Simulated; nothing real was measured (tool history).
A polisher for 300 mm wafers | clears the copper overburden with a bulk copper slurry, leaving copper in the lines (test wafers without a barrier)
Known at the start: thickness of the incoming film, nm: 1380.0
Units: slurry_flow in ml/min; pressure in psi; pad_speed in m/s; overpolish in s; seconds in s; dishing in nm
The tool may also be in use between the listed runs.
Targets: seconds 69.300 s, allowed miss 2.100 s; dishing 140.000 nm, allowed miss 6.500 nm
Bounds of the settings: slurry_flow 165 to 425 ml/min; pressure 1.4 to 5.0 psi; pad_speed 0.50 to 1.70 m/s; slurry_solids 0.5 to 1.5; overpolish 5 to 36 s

{"run": 1, "hour": 0.0, "slurry_flow": 275, "pressure": 3.2, "pad_speed": 1.1, "slurry_solids": 1.0, "overpolish": 18, "seconds": 107.79, "dishing": 103.45}
{"run": 2, "hour": 2.7, "slurry_flow": 275, "pressure": 3.2, "pad_speed": 1.1, "slurry_solids": 1.0, "overpolish": 12, "seconds": 108.25, "dishing": 82.452}
{"run": 3, "hour": 4.9, "slurry_flow": 245, "pressure": 3.2, "pad_speed": 1.1, "slurry_solids": 1.0, "overpolish": 12, "seconds": 109.53, "dishing": 79.959}
{"run": 4, "hour": 6.0, "slurry_flow": 245, "pressure": 3.9, "pad_speed": 1.1, "slurry_solids": 1.0, "overpolish": 12, "seconds": 90.256, "dishing": 94.727}
{"run": 5, "hour": 13.8, "slurry_flow": 255, "pressure": 4.1, "pad_speed": 1.1, "slurry_solids": 1.0, "overpolish": 13, "seconds": 85.428, "dishing": 101.47}
{"run": 6, "hour": 22.2, "slurry_flow": 255, "pressure": 3.3, "pad_speed": 1.1, "slurry_solids": 1.0, "overpolish": 13, "seconds": 104.43, "dishing": 86.876}
{"run": 7, "hour": 26.7, "slurry_flow": 255, "pressure": 3.7, "pad_speed": 1.1, "slurry_solids": 1.0, "overpolish": 14, "seconds": 95.201, "dishing": 100.65}
{"run": 8, "hour": 27.5, "slurry_flow": 265, "pressure": 4.6, "pad_speed": 1.12, "slurry_solids": 1.0, "overpolish": 14, "seconds": 74.711, "dishing": 116.56}
{"run": 9, "hour": 36.4, "slurry_flow": 265, "pressure": 4.7, "pad_speed": 1.12, "slurry_solids": 1.0, "overpolish": 15, "seconds": 73.547, "dishing": 120.7}
{"hour": 42.7, "done": "slurry blender recalibrated"}
{"run": 10, "hour": 42.7, "slurry_flow": 265, "pressure": 4.8, "pad_speed": 1.12, "slurry_solids": 1.0, "overpolish": 16, "seconds": 65.919, "dishing": 132.96}

5 next moves are on the table. One of them brings every result within its allowed miss. Which?
{"run": "A", "hour": 49.0, "slurry_flow": 175, "pressure": 5.0, "pad_speed": 1.34, "slurry_solids": 0.9, "overpolish": 13, "seconds": "?", "dishing": "?"}
{"run": "B", "hour": 49.0, "slurry_flow": 225, "pressure": 5.0, "pad_speed": 1.04, "slurry_solids": 1.0, "overpolish": 18, "seconds": "?", "dishing": "?"}
{"run": "C", "hour": 49.0, "slurry_flow": 285, "pressure": 4.1, "pad_speed": 1.42, "slurry_solids": 1.2, "overpolish": 25, "seconds": "?", "dishing": "?"}
{"run": "D", "hour": 49.0, "slurry_flow": 250, "pressure": 5.0, "pad_speed": 1.18, "slurry_solids": 0.8, "overpolish": 13, "seconds": "?", "dishing": "?"}
{"run": "E", "hour": 49.0, "slurry_flow": 235, "pressure": 5.0, "pad_speed": 1.02, "slurry_solids": 1.1, "overpolish": 14, "seconds": "?", "dishing": "?"}

move=A seconds=58.220 dishing=129.460
move=B seconds=69.334 dishing=137.960
move=C seconds=59.780 dishing=150.300
move=D seconds=63.753 dishing=124.050
move=E seconds=68.911 dishing=123.830
A: further off than the last run
B: meets every target
C: further off than the last run
D: further off than the last run
E: brings the result that was furthest off to its target, and leaves another outside
Answer: B
